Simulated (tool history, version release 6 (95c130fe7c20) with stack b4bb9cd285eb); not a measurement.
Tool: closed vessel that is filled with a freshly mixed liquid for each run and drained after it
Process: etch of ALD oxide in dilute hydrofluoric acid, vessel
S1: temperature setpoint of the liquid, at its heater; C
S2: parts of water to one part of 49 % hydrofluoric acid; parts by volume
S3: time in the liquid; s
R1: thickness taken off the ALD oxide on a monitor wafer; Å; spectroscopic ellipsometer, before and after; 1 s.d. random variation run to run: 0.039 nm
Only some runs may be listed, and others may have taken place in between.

| run | hour | S1 | S2 | S3 | R1 |
|---|---|---|---|---|---|
| 1 | 0 | 22 | 180 | 30 | 19.275 |
| 2 | 5 | 24 | 155 | 30 | 25.235 |
| 3 | 6.1 | 25.5 | 140 | 30 | 30.138 |
| 4 | 8.7 | 25.5 | 115 | 30 | 37.676 |
| 5 | 13.9 | 23.5 | 115 | 30 | 35.408 |
| 6 | 15.3 | 25 | 110 | 30 | 38.345 |
| 7 | 23.8 | 26 | 110 | 30 | 40.368 |

Run 8 is up next; what results do you expect?
| 8 | 27.3 | 26.5 | 110 | 30 | ? |

{"run 8": {"R1": 40.709}}
